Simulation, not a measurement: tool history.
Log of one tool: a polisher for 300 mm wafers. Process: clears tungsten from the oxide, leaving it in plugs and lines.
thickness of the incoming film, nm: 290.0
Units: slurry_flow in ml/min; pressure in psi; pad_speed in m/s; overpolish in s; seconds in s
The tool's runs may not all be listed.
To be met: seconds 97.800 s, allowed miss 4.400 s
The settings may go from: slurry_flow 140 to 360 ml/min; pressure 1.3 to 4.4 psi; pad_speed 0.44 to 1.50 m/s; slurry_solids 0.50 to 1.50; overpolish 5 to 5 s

{"run": 1, "hour": 0.0, "slurry_flow": 230, "pressure": 2.8, "pad_speed": 0.96, "slurry_solids": 1.0, "overpolish": 5, "seconds": 78.812}
{"run": 2, "hour": 4.8, "slurry_flow": 230, "pressure": 2.8, "pad_speed": 1.2, "slurry_solids": 1.0, "overpolish": 5, "seconds": 62.671}
{"run": 3, "hour": 12.7, "slurry_flow": 230, "pressure": 2.5, "pad_speed": 1.2, "slurry_solids": 1.0, "overpolish": 5, "seconds": 68.293}
{"run": 4, "hour": 21.1, "slurry_flow": 230, "pressure": 2.3, "pad_speed": 1.2, "slurry_solids": 1.0, "overpolish": 5, "seconds": 76.766}
{"run": 5, "hour": 27.7, "slurry_flow": 230, "pressure": 2.3, "pad_speed": 1.2, "slurry_solids": 0.9, "overpolish": 5, "seconds": 77.424}
{"run": 6, "hour": 29.1, "slurry_flow": 200, "pressure": 2.3, "pad_speed": 1.2, "slurry_solids": 0.9, "overpolish": 5, "seconds": 77.822}
{"run": 7, "hour": 35.0, "slurry_flow": 200, "pressure": 2.2, "pad_speed": 1.2, "slurry_solids": 0.9, "overpolish": 5, "seconds": 82.729}
{"run": 8, "hour": 40.3, "slurry_flow": 200, "pressure": 2.1, "pad_speed": 1.2, "slurry_solids": 0.9, "overpolish": 5, "seconds": 81.707}
{"run": 9, "hour": 47.3, "slurry_flow": 200, "pressure": 2.0, "pad_speed": 1.2, "slurry_solids": 0.9, "overpolish": 5, "seconds": 88.153}
{"run": 10, "hour": 52.4, "slurry_flow": 200, "pressure": 1.9, "pad_speed": 1.2, "slurry_solids": 0.9, "overpolish": 5, "seconds": 92.343}

5 next moves are on the table. One of them brings every result within its allowed miss. Which?
{"run": "A", "hour": 57.5, "slurry_flow": 175, "pressure": 1.7, "pad_speed": 1.14, "slurry_solids": 0.8, "overpolish": 5, "seconds": "?"}
{"run": "B", "hour": 57.5, "slurry_flow": 180, "pressure": 2.2, "pad_speed": 1.16, "slurry_solids": 0.7, "overpolish": 5, "seconds": "?"}
{"run": "C", "hour": 57.5, "slurry_flow": 235, "pressure": 2.0, "pad_speed": 1.18, "slurry_solids": 1.0, "overpolish": 5, "seconds": "?"}
{"run": "D", "hour": 57.5, "slurry_flow": 170, "pressure": 1.4, "pad_speed": 1.44, "slurry_solids": 0.95, "overpolish": 5, "seconds": "?"}
{"run": "E", "hour": 57.5, "slurry_flow": 170, "pressure": 1.8, "pad_speed": 1.14, "slurry_solids": 0.7, "overpolish": 5, "seconds": "?"}

move=A seconds=111.080
move=B seconds=90.534
move=C seconds=85.512
move=D seconds=99.478
move=E seconds=110.010
A: takes the result that was furthest off past its target
B: further off than the last run
C: further off than the last run
D: meets every target
E: takes the result that was furthest off past its target
Answer: D

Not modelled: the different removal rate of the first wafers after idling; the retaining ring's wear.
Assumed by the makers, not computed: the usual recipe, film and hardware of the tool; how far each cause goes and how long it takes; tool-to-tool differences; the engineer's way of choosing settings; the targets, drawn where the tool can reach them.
